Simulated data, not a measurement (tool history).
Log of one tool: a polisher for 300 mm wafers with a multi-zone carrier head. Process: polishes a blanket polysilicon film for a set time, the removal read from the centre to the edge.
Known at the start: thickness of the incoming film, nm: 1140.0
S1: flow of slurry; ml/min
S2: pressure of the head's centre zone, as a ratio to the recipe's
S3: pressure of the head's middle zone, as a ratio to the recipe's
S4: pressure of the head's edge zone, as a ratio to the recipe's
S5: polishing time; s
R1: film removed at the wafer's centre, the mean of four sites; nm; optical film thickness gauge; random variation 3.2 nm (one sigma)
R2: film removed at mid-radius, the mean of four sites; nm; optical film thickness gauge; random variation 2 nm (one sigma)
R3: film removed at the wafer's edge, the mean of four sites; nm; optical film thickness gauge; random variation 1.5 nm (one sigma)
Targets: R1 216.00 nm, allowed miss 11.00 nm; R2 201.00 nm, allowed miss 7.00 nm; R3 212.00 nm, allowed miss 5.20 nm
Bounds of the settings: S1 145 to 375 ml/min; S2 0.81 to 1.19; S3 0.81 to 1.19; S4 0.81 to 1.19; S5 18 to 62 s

run 1 hour=0.0 | S1=240 S2=1.00 S3=1.00 S4=1.00 S5=40 | R1=317.51 R2=325.86 R3=331.14
run 2 hour=3.2 | S1=240 S2=1.04 S3=1.00 S4=1.00 S5=40 | R1=337.53 R2=327.28 R3=330.28
run 3 hour=11.5 | S1=235 S2=1.03 S3=0.97 S4=0.97 S5=37 | R1=302.16 R2=286.97 R3=302.90
run 4 hour=18.6 | S1=235 S2=1.03 S3=0.97 S4=0.97 S5=33 | R1=266.93 R2=263.72 R3=266.57
run 5 hour=24.6 | S1=260 S2=1.03 S3=0.97 S4=0.97 S5=33 | R1=269.70 R2=264.52 R3=269.27
run 6 hour=29.9 | S1=260 S2=1.11 S3=0.97 S4=0.97 S5=33 | R1=298.06 R2=267.75 R3=268.81
run 7 hour=35.4 | S1=260 S2=1.09 S3=0.95 S4=0.95 S5=31 | R1=269.01 R2=246.76 R3=251.12
run 8 hour=40.8 | S1=260 S2=1.08 S3=0.93 S4=0.93 S5=30 | R1=264.49 R2=232.13 R3=239.70
run 9 hour=43.9 | S1=255 S2=1.05 S3=0.92 S4=0.91 S5=29 | R1=247.84 R2=221.62 R3=229.53
run 10 hour=47.0 | S1=250 S2=1.03 S3=0.91 S4=0.89 S5=29 | R1=242.80 R2=221.09 R3=229.08
run 11 hour=53.2 | S1=250 S2=1.01 S3=0.90 S4=0.88 S5=29 | R1=231.74 R2=219.15 R3=228.16

Which of these 4 next moves meets every target?
run A hour=59.4 | S1=230 S2=0.95 S3=0.82 S4=0.95 S5=30 | R1=? R2=? R3=?
run B hour=59.4 | S1=235 S2=1.10 S3=0.83 S4=0.92 S5=29 | R1=? R2=? R3=?
run C hour=59.4 | S1=265 S2=1.04 S3=1.03 S4=0.81 S5=29 | R1=? R2=? R3=?
run D hour=59.4 | S1=285 S2=0.98 S3=0.86 S4=0.87 S5=27 | R1=? R2=? R3=?

move=A R1=225.57 R2=206.97 R3=241.28
move=B R1=253.61 R2=202.27 R3=230.25
move=C R1=244.08 R2=241.13 R3=219.41
move=D R1=215.77 R2=197.94 R3=212.61
A: further off than the last run
B: further off than the last run
C: further off than the last run
D: meets every target
Answer: D
